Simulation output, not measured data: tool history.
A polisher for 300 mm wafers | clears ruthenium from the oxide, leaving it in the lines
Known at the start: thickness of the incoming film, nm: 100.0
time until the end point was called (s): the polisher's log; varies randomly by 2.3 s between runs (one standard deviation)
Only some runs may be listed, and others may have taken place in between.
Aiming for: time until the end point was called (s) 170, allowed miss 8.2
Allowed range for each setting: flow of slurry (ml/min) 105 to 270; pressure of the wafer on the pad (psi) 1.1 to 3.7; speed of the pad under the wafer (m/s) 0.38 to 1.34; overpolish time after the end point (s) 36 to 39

| run | hour | flow of slurry (ml/min) | pressure of the wafer on the pad (psi) | speed of the pad under the wafer (m/s) | overpolish time after the end point (s) | time until the end point was called (s) |
|---|---|---|---|---|---|---|
| 1 | 0 | 175 | 2.4 | 0.86 | 36 | 82.217 |
| 2 | 3.5 | 200 | 2.4 | 0.86 | 36 | 81.412 |
| 3 | 5.6 | 170 | 2.4 | 0.86 | 36 | 82.215 |
| 4 | 7.6 | 190 | 2.4 | 0.86 | 36 | 82.763 |
| 5 | 9.5 | 160 | 2.4 | 0.86 | 36 | 83.644 |
| 6 | 11 | 160 | 2.2 | 0.84 | 36 | 90.148 |
| 7 | 12.8 | 160 | 2 | 0.8 | 36 | 108.36 |
| 8 | 14.9 | 160 | 1.8 | 0.8 | 36 | 117.97 |
| 9 | 21.7 | 160 | 1.7 | 0.8 | 36 | 120.2 |
| 10 | 22.5 | 155 | 1.1 | 0.68 | 36 | 221.37 |
| 11 | 24.8 | 155 | 1.2 | 0.68 | 36 | 203.2 |
| 12 | 32.1 | 155 | 1.3 | 0.68 | 36 | 191.65 |

Exactly one of the 4 candidate moves below puts every result within its allowed miss. Which one?
| A | 39.4 | 165 | 1.2 | 0.74 | 39 | ? |
| B | 39.4 | 160 | 1.5 | 0.66 | 39 | ? |
| C | 39.4 | 150 | 1.3 | 0.56 | 36 | ? |
| D | 39.4 | 150 | 1.1 | 0.8 | 39 | ? |

| move | time until the end point was called (s) |
|---|---|
| A | 186.48 |
| B | 169.45 |
| C | 229.97 |
| D | 191 |
A: better than the last run, though not everything is in spec
B: every result within its allowed miss
C: the biggest miss grows against the last run
D: as far off as the last run
The right move is B.
